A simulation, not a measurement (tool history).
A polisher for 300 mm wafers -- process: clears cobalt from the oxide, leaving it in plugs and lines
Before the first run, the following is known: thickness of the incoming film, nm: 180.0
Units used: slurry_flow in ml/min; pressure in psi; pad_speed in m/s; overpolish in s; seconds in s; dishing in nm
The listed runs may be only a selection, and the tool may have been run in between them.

{"run": 1, "hour": 0.0, "slurry_flow": 220, "pressure": 1.2, "pad_speed": 0.8, "overpolish": 9, "seconds": 82.657, "dishing": 18.54}
{"run": 2, "hour": 8.8, "slurry_flow": 260, "pressure": 1.2, "pad_speed": 0.8, "overpolish": 9, "seconds": 79.753, "dishing": 19.336}
{"run": 3, "hour": 15.7, "slurry_flow": 260, "pressure": 1.3, "pad_speed": 0.8, "overpolish": 9, "seconds": 73.074, "dishing": 20.31}
{"run": 4, "hour": 22.4, "slurry_flow": 255, "pressure": 1.2, "pad_speed": 0.78, "overpolish": 10, "seconds": 80.252, "dishing": 20.55}
{"run": 5, "hour": 27.7, "slurry_flow": 245, "pressure": 1.1, "pad_speed": 0.76, "overpolish": 11, "seconds": 91.386, "dishing": 20.004}
{"run": 6, "hour": 36.2, "slurry_flow": 245, "pressure": 1.1, "pad_speed": 0.76, "overpolish": 13, "seconds": 89.706, "dishing": 23.415}
{"run": 7, "hour": 42.7, "slurry_flow": 240, "pressure": 1.0, "pad_speed": 0.74, "overpolish": 13, "seconds": 100.07, "dishing": 21.041}
{"run": 8, "hour": 43.8, "slurry_flow": 235, "pressure": 0.9, "pad_speed": 0.72, "overpolish": 13, "seconds": 111.54, "dishing": 19.925}

Forecast run 9:
{"run": 9, "hour": 46.2, "slurry_flow": 230, "pressure": 0.9, "pad_speed": 0.7, "overpolish": 13, "seconds": "?", "dishing": "?"}

For run 9 the tool returned seconds 114.720 s, dishing 18.543 nm.
